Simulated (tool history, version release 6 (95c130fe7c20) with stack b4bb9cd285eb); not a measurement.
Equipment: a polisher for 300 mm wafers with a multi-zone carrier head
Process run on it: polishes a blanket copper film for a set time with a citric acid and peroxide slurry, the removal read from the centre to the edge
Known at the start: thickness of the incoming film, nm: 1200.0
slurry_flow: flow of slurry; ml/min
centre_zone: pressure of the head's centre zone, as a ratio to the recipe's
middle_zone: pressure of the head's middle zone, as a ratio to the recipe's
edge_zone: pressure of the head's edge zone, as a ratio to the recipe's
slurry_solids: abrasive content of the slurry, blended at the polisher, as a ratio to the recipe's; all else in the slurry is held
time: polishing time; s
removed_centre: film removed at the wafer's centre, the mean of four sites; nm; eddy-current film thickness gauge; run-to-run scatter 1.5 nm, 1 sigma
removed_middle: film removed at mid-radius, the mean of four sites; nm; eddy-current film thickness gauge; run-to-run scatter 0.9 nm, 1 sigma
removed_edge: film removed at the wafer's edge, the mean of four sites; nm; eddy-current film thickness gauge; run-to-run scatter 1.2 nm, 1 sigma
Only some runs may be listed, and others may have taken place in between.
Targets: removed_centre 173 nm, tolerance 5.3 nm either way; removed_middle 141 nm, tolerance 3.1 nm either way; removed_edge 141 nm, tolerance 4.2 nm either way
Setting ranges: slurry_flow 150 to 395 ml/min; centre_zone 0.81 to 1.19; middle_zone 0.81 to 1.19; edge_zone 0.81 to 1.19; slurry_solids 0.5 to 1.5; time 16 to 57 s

run,day,slurry_flow,centre_zone,middle_zone,edge_zone,slurry_solids,time,removed_centre,removed_middle,removed_edge
1,0,250,1,1,1,1,36,131.62,137.89,130.07
2,0.162,250,1,1,0.93,1,36,131.32,137.06,126.37
3,0.238,260,1.03,0.99,0.95,1,36,138.31,136.88,128.43
4,0.525,270,1.05,0.98,0.96,1,36,141.34,134.65,130.54
5,0.858,270,1.05,0.91,0.96,1,36,140.11,128.02,127.99
6,0.992,280,1.07,0.92,0.97,1,36,143.07,128.72,130.03
7,1.238,290,1.09,0.93,0.97,1,36,147.73,129.95,131.34
8,1.3,300,1.11,0.94,0.97,1,36,150.35,133.62,131.37
9,1.492,355,1.19,0.9,1.01,1.2,36,174.09,136.69,143.79
10,1.654,355,1.19,0.9,1,1.2,36,173.06,135.96,140.46

Consider the 4 candidate settings below. Which is the only one whose results all fall within their allowed miss of target?
A,1.817,340,1.06,0.95,1.02,0.95,40,?,?,?
B,1.817,395,1.15,0.97,0.94,1.15,37,?,?,?
C,1.817,365,1.15,0.89,0.91,1,39,?,?,?
D,1.817,340,1.06,0.92,0.98,1.35,37,?,?,?

move,removed_centre,removed_middle,removed_edge
A,159.59,150.18,148.19
B,171.22,150.78,140.23
C,172.4,141.48,139.6
D,162.45,148.88,148.06
A: carries the result that was furthest off beyond its target, to the other side
B: carries the result that was furthest off beyond its target, to the other side
C: hits every target within its allowed miss
D: carries the result that was furthest off beyond its target, to the other side
Go with C: it meets all targets.
